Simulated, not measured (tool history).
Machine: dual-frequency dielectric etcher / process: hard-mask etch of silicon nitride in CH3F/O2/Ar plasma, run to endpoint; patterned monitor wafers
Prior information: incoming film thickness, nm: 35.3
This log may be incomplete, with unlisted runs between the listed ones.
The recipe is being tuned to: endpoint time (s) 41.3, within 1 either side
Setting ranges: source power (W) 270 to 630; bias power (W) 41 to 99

Run 1, day 0: source power (W) 450, bias power (W) 70. Result: endpoint time (s) 46.04.
Run 2, day 0.179: source power (W) 470, bias power (W) 71. Result: endpoint time (s) 45.231.
Run 3, day 0.517: source power (W) 470, bias power (W) 64. Result: endpoint time (s) 47.006.
Run 4, day 0.625: source power (W) 470, bias power (W) 56. Result: endpoint time (s) 48.39.
Run 5, day 0.821: source power (W) 470, bias power (W) 64. Result: endpoint time (s) 46.823.
Run 6, day 0.967: source power (W) 490, bias power (W) 65. Result: endpoint time (s) 45.959.
Run 7, day 1.342: source power (W) 490, bias power (W) 65. Result: endpoint time (s) 46.166.
Run 8, day 1.6: source power (W) 490, bias power (W) 65. Result: endpoint time (s) 46.135.
Run 9, day 1.658: source power (W) 510, bias power (W) 67. Result: endpoint time (s) 45.358.
Run 10, day 1.875: source power (W) 520, bias power (W) 69. Result: endpoint time (s) 44.432.

Next run, 5 choices. One meets every target within its allowed miss, the rest don't. Which?
Run A, day 2.092: source power (W) 590, bias power (W) 91. Result: endpoint time (s) ?.
Run B, day 2.092: source power (W) 610, bias power (W) 90. Result: endpoint time (s) ?.
Run C, day 2.092: source power (W) 540, bias power (W) 72. Result: endpoint time (s) ?.
Run D, day 2.092: source power (W) 630, bias power (W) 80. Result: endpoint time (s) ?.
Run E, day 2.092: source power (W) 550, bias power (W) 81. Result: endpoint time (s) ?.

move  endpoint time (s)
   A             39.019
   B             38.739
   C              43.17
   D             39.773
   E             41.399
A: the result that was furthest off in the last run now lies on the other side of its target
B: the result that was furthest off in the last run now lies on the other side of its target
C: closer than the last run, but not yet in spec
D: the result that was furthest off in the last run now lies on the other side of its target
E: all results land within tolerance of their targets
Go with E: it meets all targets.
